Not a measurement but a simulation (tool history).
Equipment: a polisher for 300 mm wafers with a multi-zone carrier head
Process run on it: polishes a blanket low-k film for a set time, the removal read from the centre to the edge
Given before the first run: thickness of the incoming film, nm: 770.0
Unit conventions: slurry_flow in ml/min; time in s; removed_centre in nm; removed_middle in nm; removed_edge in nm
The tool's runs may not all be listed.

{"run": 1, "day": 0.0, "slurry_flow": 175, "centre_zone": 1.0, "middle_zone": 1.0, "edge_zone": 1.0, "slurry_solids": 1.0, "time": 53, "removed_centre": 28.059, "removed_middle": 27.778, "removed_edge": 27.446}
{"run": 2, "day": 0.292, "slurry_flow": 160, "centre_zone": 0.98, "middle_zone": 0.94, "edge_zone": 0.98, "slurry_solids": 0.9, "time": 53, "removed_centre": 25.133, "removed_middle": 23.922, "removed_edge": 25.384}
{"run": 3, "day": 0.65, "slurry_flow": 160, "centre_zone": 0.98, "middle_zone": 0.94, "edge_zone": 0.98, "slurry_solids": 0.9, "time": 65, "removed_centre": 30.782, "removed_middle": 29.345, "removed_edge": 30.959}
{"run": 4, "day": 0.883, "slurry_flow": 160, "centre_zone": 0.98, "middle_zone": 0.94, "edge_zone": 0.98, "slurry_solids": 0.9, "time": 76, "removed_centre": 36.807, "removed_middle": 34.446, "removed_edge": 36.883}
{"run": 5, "day": 1.192, "slurry_flow": 160, "centre_zone": 0.94, "middle_zone": 0.94, "edge_zone": 0.98, "slurry_solids": 0.9, "time": 76, "removed_centre": 34.105, "removed_middle": 34.377, "removed_edge": 36.902}
{"run": 6, "day": 1.479, "slurry_flow": 150, "centre_zone": 0.94, "middle_zone": 0.9, "edge_zone": 0.94, "slurry_solids": 0.75, "time": 72, "removed_centre": 27.541, "removed_middle": 26.406, "removed_edge": 29.05}
{"run": 7, "day": 1.588, "slurry_flow": 110, "centre_zone": 0.9, "middle_zone": 0.81, "edge_zone": 0.84, "slurry_solids": 0.5, "time": 72, "removed_centre": 14.229, "removed_middle": 13.266, "removed_edge": 14.886}
{"run": 8, "day": 1.65, "slurry_flow": 150, "centre_zone": 0.91, "middle_zone": 0.81, "edge_zone": 0.86, "slurry_solids": 0.5, "time": 71, "removed_centre": 15.132, "removed_middle": 14.231, "removed_edge": 16.213}
{"run": 9, "day": 1.792, "slurry_flow": 180, "centre_zone": 0.94, "middle_zone": 0.82, "edge_zone": 0.88, "slurry_solids": 0.5, "time": 70, "removed_centre": 16.118, "removed_middle": 14.605, "removed_edge": 16.508}
{"run": 10, "day": 1.829, "slurry_flow": 170, "centre_zone": 0.96, "middle_zone": 0.85, "edge_zone": 0.93, "slurry_solids": 0.5, "time": 69, "removed_centre": 16.341, "removed_middle": 14.595, "removed_edge": 16.044}
{"run": 11, "day": 2.117, "slurry_flow": 190, "centre_zone": 0.96, "middle_zone": 0.86, "edge_zone": 1.0, "slurry_solids": 0.55, "time": 69, "removed_centre": 19.608, "removed_middle": 17.61, "removed_edge": 20.335}

Forecast run 12:
{"run": 12, "day": 2.454, "slurry_flow": 195, "centre_zone": 0.97, "middle_zone": 0.87, "edge_zone": 1.02, "slurry_solids": 0.55, "time": 69, "removed_centre": "?", "removed_middle": "?", "removed_edge": "?"}

{"run 12": {"removed_centre": 19.603, "removed_middle": 17.863, "removed_edge": 20.615}}
